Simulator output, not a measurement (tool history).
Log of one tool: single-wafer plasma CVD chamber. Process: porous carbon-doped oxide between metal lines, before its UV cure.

| run | hour | heater temperature setpoint (°C) | RF power (kW) | deposition time (s) | mean film thickness on the monitor wafer (nm) |
|---|---|---|---|---|---|
| 1 | 0.0 | 275 | 0.630 | 24.4 | 182.50 |
| 2 | 1.8 | 275 | 0.630 | 24.4 | 182.22 |
| 3 | 8.1 | 281 | 0.620 | 24.4 | 172.25 |
| 4 | 15.9 | 281 | 0.620 | 24.4 | 172.23 |
| 5 | 18.5 | 273 | 0.620 | 24.4 | 182.73 |
| 6 | 21.4 | 279 | 0.610 | 24.4 | 172.41 |

Forecast run 7:
| 7 | 22.2 | 283 | 0.605 | 24.4 | ? |

{"run 7": {"mean film thickness on the monitor wafer (nm)": 167.0}}
